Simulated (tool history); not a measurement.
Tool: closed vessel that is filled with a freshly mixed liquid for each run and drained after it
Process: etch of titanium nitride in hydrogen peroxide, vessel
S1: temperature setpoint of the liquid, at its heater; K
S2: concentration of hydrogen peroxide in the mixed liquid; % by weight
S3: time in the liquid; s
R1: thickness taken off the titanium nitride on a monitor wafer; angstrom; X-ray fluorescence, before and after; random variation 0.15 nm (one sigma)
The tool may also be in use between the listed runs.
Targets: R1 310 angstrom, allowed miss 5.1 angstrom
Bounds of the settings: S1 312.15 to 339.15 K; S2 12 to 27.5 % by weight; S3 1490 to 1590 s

{"run": 1, "hour": 0.0, "S1": 328.15, "S2": 18.5, "S3": 1490, "R1": 869.52}
{"run": 2, "hour": 4.1, "S1": 334.15, "S2": 18.5, "S3": 1490, "R1": 1299.9}
{"run": 3, "hour": 12.8, "S1": 327.15, "S2": 18.5, "S3": 1490, "R1": 803.98}
{"run": 4, "hour": 16.4, "S1": 322.65, "S2": 18.5, "S3": 1490, "R1": 583.1}
{"run": 5, "hour": 20.3, "S1": 319.65, "S2": 18.5, "S3": 1490, "R1": 471.25}
{"run": 6, "hour": 29.1, "S1": 317.65, "S2": 18.5, "S3": 1490, "R1": 408.91}
{"run": 7, "hour": 32.4, "S1": 316.15, "S2": 18.5, "S3": 1490, "R1": 364.19}
{"run": 8, "hour": 39.0, "S1": 316.15, "S2": 18.5, "S3": 1490, "R1": 361.85}
{"run": 9, "hour": 41.3, "S1": 315.65, "S2": 18.5, "S3": 1490, "R1": 351.19}
{"run": 10, "hour": 45.5, "S1": 315.15, "S2": 18.5, "S3": 1490, "R1": 336.47}
{"run": 11, "hour": 52.7, "S1": 314.65, "S2": 18.5, "S3": 1490, "R1": 325.04}
{"hour": 56.4, "done": "thermometer replaced"}
{"run": 12, "hour": 56.4, "S1": 314.15, "S2": 18.5, "S3": 1490, "R1": 285.06}
{"run": 13, "hour": 63.4, "S1": 315.65, "S2": 18.5, "S3": 1490, "R1": 316.53}

5 next moves are on the table. One of them brings every result within its allowed miss. Which?
{"run": "A", "hour": 70.4, "S1": 315.15, "S2": 17.5, "S3": 1520, "R1": "?"}
{"run": "B", "hour": 70.4, "S1": 314.65, "S2": 16.5, "S3": 1565, "R1": "?"}
{"run": "C", "hour": 70.4, "S1": 315.15, "S2": 17, "S3": 1490, "R1": "?"}
{"run": "D", "hour": 70.4, "S1": 314.15, "S2": 18, "S3": 1565, "R1": "?"}
{"run": "E", "hour": 70.4, "S1": 314.65, "S2": 20.5, "S3": 1490, "R1": "?"}

move=A R1=310.39
move=B R1=303.84
move=C R1=302.4
move=D R1=297.92
move=E R1=302.98
A: meets every target
B: takes the result that was furthest off past its target
C: takes the result that was furthest off past its target
D: takes the result that was furthest off past its target
E: takes the result that was furthest off past its target
The right move is A.
